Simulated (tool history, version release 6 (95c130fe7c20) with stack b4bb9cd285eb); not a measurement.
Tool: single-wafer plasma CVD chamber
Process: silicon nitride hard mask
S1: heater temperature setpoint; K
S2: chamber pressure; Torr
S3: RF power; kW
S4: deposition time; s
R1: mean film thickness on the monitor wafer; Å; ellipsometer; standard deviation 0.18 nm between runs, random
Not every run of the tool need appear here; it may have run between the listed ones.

run  hour      S1    S2     S3    S4      R1
  1   0.0  688.15  1.53  0.355  54.7  765.96
  2   0.5  688.15  1.39  0.340  54.7  721.66
  3   3.4  688.15  1.39  0.310  54.7  668.60
  4   8.3  688.15  1.33  0.310  54.7  664.26
  5  16.3  688.15  1.28  0.310  54.7  653.07
  6  24.9  688.15  1.28  0.330  54.7  688.50

What does the tool deliver on the next run?
  7  31.3  688.15  1.20  0.325  54.7   ?

Run 7 yielded R1 667.33 Å.

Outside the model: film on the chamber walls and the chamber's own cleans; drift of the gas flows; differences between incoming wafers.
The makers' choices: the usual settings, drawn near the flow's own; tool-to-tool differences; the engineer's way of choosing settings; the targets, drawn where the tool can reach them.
